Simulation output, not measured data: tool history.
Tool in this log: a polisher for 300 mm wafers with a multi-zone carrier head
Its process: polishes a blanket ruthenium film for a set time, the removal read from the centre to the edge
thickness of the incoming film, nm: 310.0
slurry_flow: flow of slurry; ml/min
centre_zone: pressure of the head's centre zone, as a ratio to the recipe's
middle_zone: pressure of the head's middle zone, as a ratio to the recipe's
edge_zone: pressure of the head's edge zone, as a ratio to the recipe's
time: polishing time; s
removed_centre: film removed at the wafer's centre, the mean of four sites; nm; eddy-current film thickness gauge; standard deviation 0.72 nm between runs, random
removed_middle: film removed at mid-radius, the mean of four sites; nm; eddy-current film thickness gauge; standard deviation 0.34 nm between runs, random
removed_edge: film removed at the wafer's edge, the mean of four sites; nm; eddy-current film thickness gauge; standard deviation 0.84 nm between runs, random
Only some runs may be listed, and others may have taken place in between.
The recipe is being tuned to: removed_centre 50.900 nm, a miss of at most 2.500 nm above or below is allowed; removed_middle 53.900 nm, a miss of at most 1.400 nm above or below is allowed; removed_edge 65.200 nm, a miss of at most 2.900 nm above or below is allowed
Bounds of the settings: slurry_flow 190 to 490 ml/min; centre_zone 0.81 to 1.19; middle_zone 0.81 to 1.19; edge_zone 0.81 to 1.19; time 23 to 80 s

run 1 hour=0.0 | slurry_flow=315 centre_zone=1.00 middle_zone=1.00 edge_zone=1.00 time=51 | removed_centre=70.024 removed_middle=71.279 removed_edge=71.711
run 2 hour=6.0 | slurry_flow=315 centre_zone=1.00 middle_zone=0.92 edge_zone=1.00 time=51 | removed_centre=72.892 removed_middle=66.731 removed_edge=71.705
run 3 hour=11.8 | slurry_flow=355 centre_zone=1.00 middle_zone=0.92 edge_zone=1.00 time=51 | removed_centre=71.366 removed_middle=67.818 removed_edge=73.014
run 4 hour=19.5 | slurry_flow=355 centre_zone=1.00 middle_zone=1.00 edge_zone=1.00 time=51 | removed_centre=71.479 removed_middle=72.109 removed_edge=72.667
run 5 hour=21.3 | slurry_flow=355 centre_zone=1.00 middle_zone=1.00 edge_zone=1.04 time=51 | removed_centre=72.205 removed_middle=71.848 removed_edge=73.469
run 6 hour=29.8 | slurry_flow=360 centre_zone=0.95 middle_zone=0.96 edge_zone=1.06 time=49 | removed_centre=63.304 removed_middle=67.044 removed_edge=71.658
run 7 hour=35.9 | slurry_flow=350 centre_zone=0.93 middle_zone=0.92 edge_zone=1.06 time=48 | removed_centre=62.550 removed_middle=63.442 removed_edge=69.802
run 8 hour=39.4 | slurry_flow=355 centre_zone=0.90 middle_zone=0.90 edge_zone=1.08 time=47 | removed_centre=58.433 removed_middle=61.536 removed_edge=68.724

Which of these 5 next moves meets every target?
run A hour=42.9 | slurry_flow=240 centre_zone=1.01 middle_zone=0.95 edge_zone=1.06 time=43 | removed_centre=? removed_middle=? removed_edge=?
run B hour=42.9 | slurry_flow=350 centre_zone=0.83 middle_zone=0.84 edge_zone=1.13 time=44 | removed_centre=? removed_middle=? removed_edge=?
run C hour=42.9 | slurry_flow=335 centre_zone=0.90 middle_zone=0.93 edge_zone=1.04 time=40 | removed_centre=? removed_middle=? removed_edge=?
run D hour=42.9 | slurry_flow=375 centre_zone=0.95 middle_zone=0.96 edge_zone=1.03 time=41 | removed_centre=? removed_middle=? removed_edge=?
run E hour=42.9 | slurry_flow=325 centre_zone=0.99 middle_zone=1.07 edge_zone=1.02 time=51 | removed_centre=? removed_middle=? removed_edge=?

move=A removed_centre=60.159 removed_middle=56.611 removed_edge=60.252
move=B removed_centre=52.118 removed_middle=54.424 removed_edge=65.179
move=C removed_centre=51.269 removed_middle=53.211 removed_edge=56.639
move=D removed_centre=55.981 removed_middle=56.291 removed_edge=58.101
move=E removed_centre=71.853 removed_middle=75.378 removed_edge=71.291
A: gains on the last run, yet a result remains outside its allowed miss
B: every result within its allowed miss
C: meets the target for the result that was furthest off, but another lies outside its allowed miss
D: gains on the last run, yet a result remains outside its allowed miss
E: misses by more than the last run did
Answer: B
